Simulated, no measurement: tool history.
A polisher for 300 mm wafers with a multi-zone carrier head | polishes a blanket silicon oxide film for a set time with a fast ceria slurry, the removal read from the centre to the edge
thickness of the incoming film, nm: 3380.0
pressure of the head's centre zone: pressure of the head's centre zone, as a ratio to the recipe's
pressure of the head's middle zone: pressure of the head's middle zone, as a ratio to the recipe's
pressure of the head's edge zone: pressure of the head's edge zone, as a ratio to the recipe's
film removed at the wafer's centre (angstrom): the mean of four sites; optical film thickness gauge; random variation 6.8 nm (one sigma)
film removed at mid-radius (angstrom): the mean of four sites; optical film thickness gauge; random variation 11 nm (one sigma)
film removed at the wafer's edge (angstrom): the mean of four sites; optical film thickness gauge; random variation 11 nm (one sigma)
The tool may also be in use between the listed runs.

run	hour	flow of slurry (ml/min)	pressure of the head's centre zone	pressure of the head's middle zone	pressure of the head's edge zone	polishing time (s)	film removed at the wafer's centre (angstrom)	film removed at mid-radius (angstrom)	film removed at the wafer's edge (angstrom)
1	0.0	270	1.00	1.00	1.00	51	6265.5	6352.1	6786.5
2	6.3	275	1.02	1.02	1.02	53	6755.9	6640.0	6930.7
3	8.8	275	1.02	0.94	1.02	53	6686.8	6300.2	6938.4
4	12.9	305	1.02	0.94	1.02	53	6810.4	6357.0	7028.4
5	14.2	305	1.02	0.94	1.02	63	8135.3	7536.6	8472.1
6	22.2	275	1.02	0.94	1.02	63	7975.8	7528.5	8308.8

The next listed run, before its measurement:
7	27.7	285	1.02	0.96	1.03	63	?	?	?

{"run 7": {"film removed at the wafer's centre (angstrom)": 8049.6, "film removed at mid-radius (angstrom)": 7709.8, "film removed at the wafer's edge (angstrom)": 8295.7}}
